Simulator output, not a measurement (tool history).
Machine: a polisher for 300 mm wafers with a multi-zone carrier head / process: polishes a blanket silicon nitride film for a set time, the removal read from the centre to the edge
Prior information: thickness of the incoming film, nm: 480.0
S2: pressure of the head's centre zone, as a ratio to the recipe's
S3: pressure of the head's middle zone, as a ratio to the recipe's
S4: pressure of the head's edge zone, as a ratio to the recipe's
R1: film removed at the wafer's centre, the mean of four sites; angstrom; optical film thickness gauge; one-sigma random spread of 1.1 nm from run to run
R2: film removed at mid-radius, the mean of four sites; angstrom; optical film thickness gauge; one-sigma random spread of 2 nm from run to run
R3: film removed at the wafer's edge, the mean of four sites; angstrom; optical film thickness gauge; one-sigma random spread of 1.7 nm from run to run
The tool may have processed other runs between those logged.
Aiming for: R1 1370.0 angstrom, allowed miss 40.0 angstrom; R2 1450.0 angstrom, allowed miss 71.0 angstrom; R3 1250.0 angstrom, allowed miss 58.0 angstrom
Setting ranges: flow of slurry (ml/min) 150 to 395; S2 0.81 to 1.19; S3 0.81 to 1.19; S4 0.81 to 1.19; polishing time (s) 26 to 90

Run 1, hour 0.0: flow of slurry (ml/min) 250, S2 1.00, S3 1.00, S4 1.00, polishing time (s) 58. Result: R1 1191.0 angstrom, R2 1228.6 angstrom, R3 1187.1 angstrom.
Run 2, hour 5.1: flow of slurry (ml/min) 250, S2 1.00, S3 1.00, S4 1.00, polishing time (s) 51. Result: R1 1060.2 angstrom, R2 1052.9 angstrom, R3 1072.3 angstrom.
Run 3, hour 7.3: flow of slurry (ml/min) 255, S2 1.01, S3 1.02, S4 1.01, polishing time (s) 52. Result: R1 1074.2 angstrom, R2 1109.4 angstrom, R3 1070.6 angstrom.
Run 4, hour 9.6: flow of slurry (ml/min) 255, S2 1.02, S3 1.03, S4 1.01, polishing time (s) 53. Result: R1 1109.8 angstrom, R2 1155.2 angstrom, R3 1079.8 angstrom.
Run 5, hour 14.0: flow of slurry (ml/min) 255, S2 1.03, S3 1.03, S4 1.02, polishing time (s) 54. Result: R1 1145.5 angstrom, R2 1159.9 angstrom, R3 1093.2 angstrom.
Run 6, hour 19.5: flow of slurry (ml/min) 255, S2 1.03, S3 1.03, S4 1.06, polishing time (s) 54. Result: R1 1159.4 angstrom, R2 1178.5 angstrom, R3 1161.2 angstrom.
Run 7, hour 20.5: flow of slurry (ml/min) 255, S2 1.03, S3 1.03, S4 1.06, polishing time (s) 54. Result: R1 1156.0 angstrom, R2 1157.2 angstrom, R3 1142.2 angstrom.
Run 8, hour 21.2: flow of slurry (ml/min) 260, S2 1.04, S3 1.05, S4 1.07, polishing time (s) 55. Result: R1 1163.8 angstrom, R2 1222.2 angstrom, R3 1164.4 angstrom.
Run 9, hour 26.5: flow of slurry (ml/min) 265, S2 1.05, S3 1.06, S4 1.08, polishing time (s) 56. Result: R1 1231.0 angstrom, R2 1233.4 angstrom, R3 1215.9 angstrom.
Run 10, hour 29.8: flow of slurry (ml/min) 270, S2 1.06, S3 1.08, S4 1.08, polishing time (s) 56. Result: R1 1237.6 angstrom, R2 1247.3 angstrom, R3 1206.6 angstrom.
Run 11, hour 34.8: flow of slurry (ml/min) 270, S2 1.06, S3 1.08, S4 1.08, polishing time (s) 56. Result: R1 1232.1 angstrom, R2 1265.3 angstrom, R3 1209.4 angstrom.
Run 12, hour 37.1: flow of slurry (ml/min) 275, S2 1.07, S3 1.09, S4 1.08, polishing time (s) 56. Result: R1 1230.2 angstrom, R2 1285.6 angstrom, R3 1207.0 angstrom.
Run 13, hour 43.9: flow of slurry (ml/min) 275, S2 1.08, S3 1.10, S4 1.08, polishing time (s) 56. Result: R1 1272.3 angstrom, R2 1256.0 angstrom, R3 1202.8 angstrom.
Run 14, hour 50.5: flow of slurry (ml/min) 275, S2 1.08, S3 1.11, S4 1.07, polishing time (s) 57. Result: R1 1284.6 angstrom, R2 1332.4 angstrom, R3 1230.5 angstrom.
Run 15, hour 59.1: flow of slurry (ml/min) 275, S2 1.09, S3 1.12, S4 1.07, polishing time (s) 57. Result: R1 1291.0 angstrom, R2 1337.1 angstrom, R3 1245.6 angstrom.
Run 16, hour 59.8: flow of slurry (ml/min) 280, S2 1.10, S3 1.13, S4 1.06, polishing time (s) 57. Result: R1 1319.5 angstrom, R2 1370.2 angstrom, R3 1200.2 angstrom.

Exercise: of the 5 proposed moves below, exactly one satisfies all targets within the stated allowed misses. Which move is it?
Run A, hour 60.5: flow of slurry (ml/min) 360, S2 1.19, S3 1.04, S4 1.02, polishing time (s) 57. Result: R1 ?, R2 ?, R3 ?.
Run B, hour 60.5: flow of slurry (ml/min) 370, S2 1.17, S3 1.06, S4 0.99, polishing time (s) 57. Result: R1 ?, R2 ?, R3 ?.
Run C, hour 60.5: flow of slurry (ml/min) 290, S2 1.06, S3 1.06, S4 1.06, polishing time (s) 57. Result: R1 ?, R2 ?, R3 ?.
Run D, hour 60.5: flow of slurry (ml/min) 280, S2 1.08, S3 1.11, S4 1.02, polishing time (s) 61. Result: R1 ?, R2 ?, R3 ?.
Run E, hour 60.5: flow of slurry (ml/min) 310, S2 1.10, S3 1.19, S4 0.96, polishing time (s) 56. Result: R1 ?, R2 ?, R3 ?.

move      R1      R2      R3
   A  1441.1  1284.1  1223.9
   B  1421.1  1308.3  1208.2
   C  1258.0  1279.2  1227.3
   D  1365.7  1418.4  1284.1
   E  1292.5  1397.6  1153.3
A: takes the result that was furthest off past its target
B: takes the result that was furthest off past its target
C: lands further from the targets than the last run did
D: all results land within tolerance of their targets
E: lands further from the targets than the last run did
So the answer is move D, the one that meets all the targets.
